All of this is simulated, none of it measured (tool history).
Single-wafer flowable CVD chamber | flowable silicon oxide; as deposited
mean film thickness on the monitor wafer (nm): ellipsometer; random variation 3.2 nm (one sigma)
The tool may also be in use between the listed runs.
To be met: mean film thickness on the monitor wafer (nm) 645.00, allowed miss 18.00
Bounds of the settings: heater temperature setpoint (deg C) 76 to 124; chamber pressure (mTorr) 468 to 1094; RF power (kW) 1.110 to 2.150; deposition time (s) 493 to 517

| run | day | heater temperature setpoint (deg C) | chamber pressure (mTorr) | RF power (kW) | deposition time (s) | mean film thickness on the monitor wafer (nm) |
|---|---|---|---|---|---|---|
| 1 | 0.000 | 100 | 781 | 1.630 | 517 | 327.35 |
| 2 | 0.042 | 95 | 782 | 1.630 | 517 | 384.67 |
| 3 | 0.417 | 103 | 782 | 1.630 | 517 | 298.03 |
| 4 | 0.671 | 97 | 784 | 1.630 | 517 | 362.66 |
| 5 | 1.008 | 103 | 784 | 1.630 | 517 | 297.52 |
| 6 | 1.171 | 97 | 786 | 1.630 | 517 | 361.82 |
| 7 | 1.233 | 92 | 787 | 1.630 | 517 | 430.21 |
| 8 | 1.492 | 80 | 791 | 1.630 | 517 | 609.24 |

Which of these 4 next moves meets every target?
| A | 1.750 | 80 | 878 | 1.295 | 499 | ? |
| B | 1.750 | 80 | 895 | 1.735 | 510 | ? |
| C | 1.750 | 78 | 855 | 1.600 | 513 | ? |
| D | 1.750 | 77 | 800 | 1.450 | 514 | ? |

| move | mean film thickness on the monitor wafer (nm) |
|---|---|
| A | 607.62 |
| B | 695.94 |
| C | 689.93 |
| D | 643.87 |
A: as far off as the last run
B: takes the result that was furthest off past its target
C: takes the result that was furthest off past its target
D: meets every target
Move D is the one to make.
